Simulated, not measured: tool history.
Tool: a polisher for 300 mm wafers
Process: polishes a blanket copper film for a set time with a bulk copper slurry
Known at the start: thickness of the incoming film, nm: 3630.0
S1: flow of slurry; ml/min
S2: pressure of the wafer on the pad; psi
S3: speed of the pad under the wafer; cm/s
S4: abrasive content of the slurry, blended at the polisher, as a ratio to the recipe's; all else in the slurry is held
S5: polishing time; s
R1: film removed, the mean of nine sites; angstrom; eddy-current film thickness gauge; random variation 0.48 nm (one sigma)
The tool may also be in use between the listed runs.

{"run": 1, "hour": 0.0, "S1": 125, "S2": 1.8, "S3": 128, "S4": 1.0, "S5": 25, "R1": 2071.2}
{"run": 2, "hour": 3.3, "S1": 115, "S2": 1.5, "S3": 114, "S4": 1.0, "S5": 25, "R1": 1528.3}
{"run": 3, "hour": 10.4, "S1": 115, "S2": 1.5, "S3": 114, "S4": 1.0, "S5": 25, "R1": 1510.7}
{"run": 4, "hour": 13.9, "S1": 115, "S2": 1.5, "S3": 86, "S4": 1.0, "S5": 25, "R1": 1176.6}
{"run": 5, "hour": 19.7, "S1": 90, "S2": 1.5, "S3": 86, "S4": 1.0, "S5": 25, "R1": 1106.9}
{"run": 6, "hour": 24.2, "S1": 90, "S2": 1.5, "S3": 86, "S4": 1.0, "S5": 23, "R1": 1013.3}
{"run": 7, "hour": 28.8, "S1": 85, "S2": 1.4, "S3": 86, "S4": 1.0, "S5": 23, "R1": 935.06}

The next listed run, before its measurement:
{"run": 8, "hour": 35.4, "S1": 85, "S2": 1.4, "S3": 86, "S4": 1.0, "S5": 23, "R1": "?"}

{"run 8": {"R1": 925.75}}
